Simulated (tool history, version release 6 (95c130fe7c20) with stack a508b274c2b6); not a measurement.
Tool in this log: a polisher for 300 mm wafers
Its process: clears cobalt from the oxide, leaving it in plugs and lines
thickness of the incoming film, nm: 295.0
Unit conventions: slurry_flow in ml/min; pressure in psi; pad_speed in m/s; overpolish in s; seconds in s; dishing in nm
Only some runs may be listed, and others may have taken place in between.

run    day  slurry_flow  pressure  pad_speed  overpolish  seconds  dishing
  1  0.000          295       1.3       1.24          17   69.598   46.140
  2  0.350          295       1.3       1.24          11   68.507   33.898
  3  0.629          220       1.3       1.24          11   70.113   33.252
  4  0.679          220       1.3       1.40          11   65.047   36.804
  5  0.875          220       1.2       1.40          11   67.879   34.554
  6  1.038          220       1.1       1.40          12   72.355   35.226

Forecast run 7:
  7  1.158          220       1.0       1.40          12        ?        ?

{"run 7": {"seconds": 77.173, "dishing": 33.922}}
